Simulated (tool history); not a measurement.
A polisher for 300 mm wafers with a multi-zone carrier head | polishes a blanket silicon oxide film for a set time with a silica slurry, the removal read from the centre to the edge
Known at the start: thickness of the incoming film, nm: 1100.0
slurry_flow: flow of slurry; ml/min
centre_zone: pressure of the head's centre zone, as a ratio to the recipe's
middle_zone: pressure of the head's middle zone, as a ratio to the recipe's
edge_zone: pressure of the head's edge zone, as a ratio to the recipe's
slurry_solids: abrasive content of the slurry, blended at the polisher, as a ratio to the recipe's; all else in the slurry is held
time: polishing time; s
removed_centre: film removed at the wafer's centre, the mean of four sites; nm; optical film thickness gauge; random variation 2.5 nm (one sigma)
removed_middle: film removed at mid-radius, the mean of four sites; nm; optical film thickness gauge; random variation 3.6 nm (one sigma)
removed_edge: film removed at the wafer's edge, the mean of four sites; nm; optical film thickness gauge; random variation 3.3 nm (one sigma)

run	hour	slurry_flow	centre_zone	middle_zone	edge_zone	slurry_solids	time	removed_centre	removed_middle	removed_edge
1	0.0	235	1.00	1.00	1.00	1.00	72	361.57	342.14	377.83
2	8.2	240	1.00	1.01	0.96	0.85	70	331.40	315.49	322.99
3	8.8	240	1.00	1.01	0.96	0.85	80	373.36	355.51	366.48
4	10.2	280	1.00	1.01	0.96	0.85	80	377.66	368.55	378.94
5	15.2	265	0.96	0.98	0.92	0.75	79	329.11	326.60	340.47
6	19.4	265	0.96	0.91	0.92	0.75	79	334.78	314.32	335.16
7	23.3	280	0.95	0.96	0.82	0.50	71	224.87	218.96	226.82

The next listed run, before its measurement:
8	31.5	285	1.05	1.06	0.92	0.55	70	?	?	?

{"run 8": {"removed_centre": 264.75, "removed_middle": 251.33, "removed_edge": 247.26}}
